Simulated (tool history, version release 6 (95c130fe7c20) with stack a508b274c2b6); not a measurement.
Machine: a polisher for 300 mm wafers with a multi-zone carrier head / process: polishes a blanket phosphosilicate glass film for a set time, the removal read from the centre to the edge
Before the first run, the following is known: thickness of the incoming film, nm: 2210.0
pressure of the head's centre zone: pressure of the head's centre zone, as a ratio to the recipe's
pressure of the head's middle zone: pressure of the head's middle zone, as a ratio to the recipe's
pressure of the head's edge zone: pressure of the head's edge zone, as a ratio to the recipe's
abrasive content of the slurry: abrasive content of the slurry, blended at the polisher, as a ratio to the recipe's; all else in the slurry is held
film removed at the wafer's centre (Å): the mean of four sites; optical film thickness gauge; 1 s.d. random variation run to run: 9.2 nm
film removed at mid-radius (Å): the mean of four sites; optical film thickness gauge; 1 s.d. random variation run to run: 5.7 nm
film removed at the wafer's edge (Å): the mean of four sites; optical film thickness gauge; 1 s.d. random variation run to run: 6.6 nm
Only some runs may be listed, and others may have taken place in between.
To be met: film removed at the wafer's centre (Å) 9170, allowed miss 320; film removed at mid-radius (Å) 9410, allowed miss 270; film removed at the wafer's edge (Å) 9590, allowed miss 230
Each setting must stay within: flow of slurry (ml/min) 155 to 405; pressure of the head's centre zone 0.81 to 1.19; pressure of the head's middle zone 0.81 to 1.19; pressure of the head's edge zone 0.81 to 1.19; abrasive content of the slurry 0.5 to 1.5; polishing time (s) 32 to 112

run  hour  flow of slurry (ml/min)  pressure of the head's centre zone  pressure of the head's middle zone  pressure of the head's edge zone  abrasive content of the slurry  polishing time (s)  film removed at the wafer's centre (Å)  film removed at mid-radius (Å)  film removed at the wafer's edge (Å)
  1     0                      260                                   1                                   1                                 1                               1                  72                                  6429.4                          6420.5                                6271.6
  2   2.9                      260                                1.08                                   1                                 1                               1                  72                                  6764.1                          6406.1                                6305.8
  3   7.6                      265                                1.07                                1.01                              1.03                             1.1                  73                                  7240.4                          7042.8                                6797.3
  4  10.5                      265                                1.07                                1.01                              1.03                             1.2                  73                                  7640.3                          7390.9                                7199.9
  5  14.3                      265                                1.07                                1.01                              1.03                             1.2                  82                                  8514.6                          8312.8                                8106.6
  6  15.7                      270                                1.06                                1.01                              1.05                             1.2                  82                                  8520.2                          8295.1                                8097.9
  7  22.6                      270                                1.06                                1.01                              1.05                             1.2                  82                                  8585.5                          8177.3                                8141.4
  8  27.7                      265                                1.04                                1.02                              1.07                            1.25                  82                                  8359.2                          8479.9                                8346.9
  9  28.2                      270                                1.04                                1.02                              1.09                             1.3                  82                                  8650.2                          8791.9                                8688.6
 10  29.3                      280                                1.04                                1.02                              1.11                             1.3                  82                                  8834.6                          8799.7                                8724.5
 11  30.7                      280                                1.03                                1.02                              1.12                             1.3                  82                                  8748.3                          8690.5                                8745.8

Consider the 5 candidate settings below. Which is the only one whose results all fall within their allowed miss of target?
  A  32.1                      205                                1.04                                1.05                              1.19                            1.05                 101                                       ?                               ?                                     ?
  B  32.1                      220                                0.88                                0.97                              1.13                             1.5                  88                                       ?                               ?                                     ?
  C  32.1                      235                                0.94                                0.81                              1.19                             1.1                 102                                       ?                               ?                                     ?
  D  32.1                      290                                1.07                                0.91                              1.18                            1.25                  86                                       ?                               ?                                     ?
  E  32.1                      285                                1.02                                0.83                              1.19                             1.4                  86                                       ?                               ?                                     ?

move  film removed at the wafer's centre (Å)  film removed at mid-radius (Å)  film removed at the wafer's edge (Å)
   A                                  9185.5                          9395.8                                9599.5
   B                                  8192.2                          9276.1                                9864.1
   C                                  8799.4                          8027.8                                 10155
   D                                  9328.6                          8186.2                                9306.2
   E                                  9352.8                          7991.4                                  9853
A: all results in spec
B: takes the result that was furthest off past its target
C: takes the result that was furthest off past its target
D: its largest miss is bigger than the last run's
E: takes the result that was furthest off past its target
The move that meets every target is A.
